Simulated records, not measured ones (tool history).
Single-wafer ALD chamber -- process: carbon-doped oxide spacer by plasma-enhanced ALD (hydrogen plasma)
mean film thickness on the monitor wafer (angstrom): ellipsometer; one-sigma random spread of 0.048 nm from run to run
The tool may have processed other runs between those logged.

run	day	heater temperature setpoint (K)	number of ALD cycles (cycles)	mean film thickness on the monitor wafer (angstrom)
1	0.000	673.15	242	123.570
2	0.271	665.15	242	123.530
3	0.296	656.15	242	124.600
4	0.479	656.15	220	113.260
5	0.608	656.15	206	106.040
6	0.950	656.15	193	99.298
7	1.079	656.15	189	96.712

Run 8, settings as shown, results not yet in. Your forecast:
8	1.296	656.15	187	?

{"run 8": {"mean film thickness on the monitor wafer (angstrom)": 95.256}}
